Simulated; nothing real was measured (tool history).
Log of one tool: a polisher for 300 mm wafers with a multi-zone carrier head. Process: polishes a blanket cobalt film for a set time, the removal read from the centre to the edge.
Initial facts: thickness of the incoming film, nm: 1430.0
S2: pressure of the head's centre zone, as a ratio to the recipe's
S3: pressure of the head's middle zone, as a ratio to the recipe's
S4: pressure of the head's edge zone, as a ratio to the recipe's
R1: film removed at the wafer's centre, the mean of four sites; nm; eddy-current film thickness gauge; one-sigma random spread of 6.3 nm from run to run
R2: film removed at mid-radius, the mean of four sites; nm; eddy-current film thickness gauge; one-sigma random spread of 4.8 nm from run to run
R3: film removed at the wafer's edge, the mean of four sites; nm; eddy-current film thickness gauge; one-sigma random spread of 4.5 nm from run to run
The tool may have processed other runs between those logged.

{"run": 1, "hour": 0.0, "flow of slurry (ml/min)": 120, "S2": 1.0, "S3": 1.0, "S4": 1.0, "polishing time (s)": 88, "R1": 315.56, "R2": 323.73, "R3": 339.51}
{"run": 2, "hour": 8.0, "flow of slurry (ml/min)": 130, "S2": 1.01, "S3": 1.0, "S4": 1.05, "polishing time (s)": 96, "R1": 356.29, "R2": 366.62, "R3": 387.71}
{"run": 3, "hour": 15.5, "flow of slurry (ml/min)": 130, "S2": 1.01, "S3": 1.0, "S4": 1.12, "polishing time (s)": 96, "R1": 356.24, "R2": 363.31, "R3": 399.74}
{"run": 4, "hour": 20.2, "flow of slurry (ml/min)": 130, "S2": 1.01, "S3": 1.0, "S4": 1.15, "polishing time (s)": 96, "R1": 365.74, "R2": 365.08, "R3": 396.03}
{"run": 5, "hour": 23.3, "flow of slurry (ml/min)": 130, "S2": 1.01, "S3": 1.0, "S4": 1.15, "polishing time (s)": 74, "R1": 278.9, "R2": 277.97, "R3": 309.4}
{"run": 6, "hour": 25.8, "flow of slurry (ml/min)": 130, "S2": 1.01, "S3": 1.0, "S4": 1.1, "polishing time (s)": 74, "R1": 273.35, "R2": 281.81, "R3": 297.57}
{"run": 7, "hour": 34.0, "flow of slurry (ml/min)": 130, "S2": 1.02, "S3": 1.0, "S4": 1.11, "polishing time (s)": 87, "R1": 325.65, "R2": 330.94, "R3": 358.55}
{"run": 8, "hour": 38.3, "flow of slurry (ml/min)": 135, "S2": 1.04, "S3": 1.0, "S4": 1.14, "polishing time (s)": 93, "R1": 366.43, "R2": 352.09, "R3": 389.1}

For run 9, what comes out?
{"run": 9, "hour": 41.9, "flow of slurry (ml/min)": 140, "S2": 1.03, "S3": 1.0, "S4": 1.15, "polishing time (s)": 99, "R1": "?", "R2": "?", "R3": "?"}

R1: 387.87 nm
R2: 388.11 nm
R3: 425.76 nm

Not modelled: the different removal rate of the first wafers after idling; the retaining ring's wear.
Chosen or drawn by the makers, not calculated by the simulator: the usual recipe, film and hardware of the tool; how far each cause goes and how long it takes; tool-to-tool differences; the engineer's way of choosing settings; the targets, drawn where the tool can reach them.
